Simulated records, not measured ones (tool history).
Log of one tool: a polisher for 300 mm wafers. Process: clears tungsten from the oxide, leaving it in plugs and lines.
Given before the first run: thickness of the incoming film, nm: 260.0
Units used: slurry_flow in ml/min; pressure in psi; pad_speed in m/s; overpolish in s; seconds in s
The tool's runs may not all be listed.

Run 1, hour 0.0: slurry_flow 245 ml/min, pressure 2.6 psi, pad_speed 0.84 m/s, slurry_solids 1.0, overpolish 52 s. Result: seconds 99.472 s.
Run 2, hour 5.6: slurry_flow 280 ml/min, pressure 2.6 psi, pad_speed 0.84 m/s, slurry_solids 1.0, overpolish 52 s. Result: seconds 94.814 s.
Run 3, hour 6.4: slurry_flow 290 ml/min, pressure 2.8 psi, pad_speed 0.84 m/s, slurry_solids 1.0, overpolish 52 s. Result: seconds 90.486 s.
Run 4, hour 11.8: slurry_flow 290 ml/min, pressure 3.1 psi, pad_speed 0.84 m/s, slurry_solids 1.0, overpolish 52 s. Result: seconds 82.354 s.
Run 5, hour 14.0: slurry_flow 290 ml/min, pressure 3.1 psi, pad_speed 0.84 m/s, slurry_solids 1.0, overpolish 55 s. Result: seconds 82.873 s.
Run 6, hour 15.4: slurry_flow 290 ml/min, pressure 3.3 psi, pad_speed 0.84 m/s, slurry_solids 1.0, overpolish 55 s. Result: seconds 77.288 s.
Run 7, hour 23.6: slurry_flow 290 ml/min, pressure 3.4 psi, pad_speed 0.84 m/s, slurry_solids 1.0, overpolish 55 s. Result: seconds 76.247 s.
Run 8, hour 25.1: slurry_flow 295 ml/min, pressure 3.5 psi, pad_speed 0.84 m/s, slurry_solids 1.0, overpolish 55 s. Result: seconds 74.619 s.
Run 9, hour 27.5: slurry_flow 295 ml/min, pressure 3.6 psi, pad_speed 0.86 m/s, slurry_solids 1.0, overpolish 55 s. Result: seconds 70.579 s.
Run 10, hour 35.8: slurry_flow 295 ml/min, pressure 3.7 psi, pad_speed 0.86 m/s, slurry_solids 1.0, overpolish 55 s. Result: seconds 69.270 s.
Run 11, hour 41.9: slurry_flow 300 ml/min, pressure 3.8 psi, pad_speed 0.86 m/s, slurry_solids 1.0, overpolish 55 s. Result: seconds 67.334 s.

Run 12 comes next. What will it give?
Run 12, hour 49.8: slurry_flow 300 ml/min, pressure 3.9 psi, pad_speed 0.88 m/s, slurry_solids 1.0, overpolish 55 s. Result: seconds ?.

Run 12 gave seconds 64.057 s.
